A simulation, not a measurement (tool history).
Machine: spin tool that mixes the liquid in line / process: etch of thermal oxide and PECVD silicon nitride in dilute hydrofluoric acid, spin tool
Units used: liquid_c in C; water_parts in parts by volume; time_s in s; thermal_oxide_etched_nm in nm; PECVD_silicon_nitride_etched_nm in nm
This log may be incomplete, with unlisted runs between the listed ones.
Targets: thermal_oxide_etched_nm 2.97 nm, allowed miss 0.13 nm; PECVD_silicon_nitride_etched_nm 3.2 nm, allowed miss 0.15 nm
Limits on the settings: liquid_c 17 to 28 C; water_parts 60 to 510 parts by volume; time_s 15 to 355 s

run,hour,liquid_c,water_parts,time_s,thermal_oxide_etched_nm,PECVD_silicon_nitride_etched_nm
1,0,20,285,180,1.8856,1.8794
2,7.8,21.5,285,180,1.9455,2.0966
3,14.8,21.5,285,130,1.4255,1.4589
4,23.7,21.5,380,130,0.97581,1.1092
5,25.1,22.5,345,130,1.1375,1.3516
6,30,22.5,345,95,0.8397,0.95403
7,32,23.5,305,95,1.0092,1.1796
8,39,24,270,100,1.2734,1.4314
9,47.2,24.5,245,100,1.4759,1.635
10,48.4,25,225,100,1.6733,1.8455
11,49.6,25.5,210,100,1.8364,2.0049
12,53.9,26,200,100,1.9813,2.1937
13,61.7,26,190,100,2.0798,2.3172
14,67.3,26,180,100,2.258,2.4349
15,68.7,26,175,100,2.3324,2.5084
16,72.8,26,170,100,2.4483,2.582
17,78.9,26,165,100,2.5122,2.662
18,80.8,26,160,100,2.626,2.7015
19,86.8,26,155,100,2.7112,2.8389

Consider the 5 candidate settings below. Which is the only one whose results all fall within their allowed miss of target?
A,92.8,19.5,135,115,?,?
B,92.8,28,345,250,?,?
C,92.8,27.5,275,195,?,?
D,92.8,28,265,170,?,?
E,92.8,27,165,115,?,?

move,thermal_oxide_etched_nm,PECVD_silicon_nitride_etched_nm
A,2.9188,2.3531
B,2.7217,3.4444
C,2.8179,3.2837
D,2.6209,3.0618
E,3.0823,3.1419
A: further off than the last run
B: takes the biggest miss from the last run beyond its target
C: the furthest-off result lands on target, but another misses its tolerance
D: the furthest-off result lands on target, but another misses its tolerance
E: in spec on every target
So the answer is move E, the one that meets all the targets.
